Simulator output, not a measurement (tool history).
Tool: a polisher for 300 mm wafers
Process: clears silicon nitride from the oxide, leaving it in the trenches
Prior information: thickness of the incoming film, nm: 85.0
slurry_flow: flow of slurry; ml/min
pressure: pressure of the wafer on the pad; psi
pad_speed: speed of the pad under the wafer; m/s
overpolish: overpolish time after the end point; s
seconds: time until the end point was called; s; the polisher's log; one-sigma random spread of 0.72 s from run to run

run  hour  slurry_flow  pressure  pad_speed  overpolish  seconds
  1   0.0          315       2.3        1.1          39  103.890
  2   2.0          315       2.7        1.1          39   91.158
  3   5.9          315       2.9        1.1          39   83.854
  4  13.7          315       2.9        1.1          41   82.309
  5  22.5          315       3.0        1.1          41   81.410
  6  23.2          315       3.1        1.1          41   77.456

What will run 7 give?
  7  25.8          315       3.2        1.1          41        ?

Run 7 produced seconds 74.926 s.
